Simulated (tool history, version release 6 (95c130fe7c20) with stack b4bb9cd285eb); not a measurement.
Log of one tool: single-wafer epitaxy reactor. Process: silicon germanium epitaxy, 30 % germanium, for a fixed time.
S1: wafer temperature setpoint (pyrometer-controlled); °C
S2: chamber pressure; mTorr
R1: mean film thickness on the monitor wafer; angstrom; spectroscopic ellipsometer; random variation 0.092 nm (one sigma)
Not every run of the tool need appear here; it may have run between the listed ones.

run  hour   S1     S2      R1
  1   0.0  595  24100  580.23
  2   4.7  591  24100  538.08
  3   7.0  587  24100  498.98
  4  14.5  584  24000  471.44
  5  18.7  582  23900  452.75
  6  27.0  582  26800  470.42
  7  35.2  580  26700  453.18

Expected results for the next run?
  8  37.1  578  26700   ?

R1: 435.04 angstrom
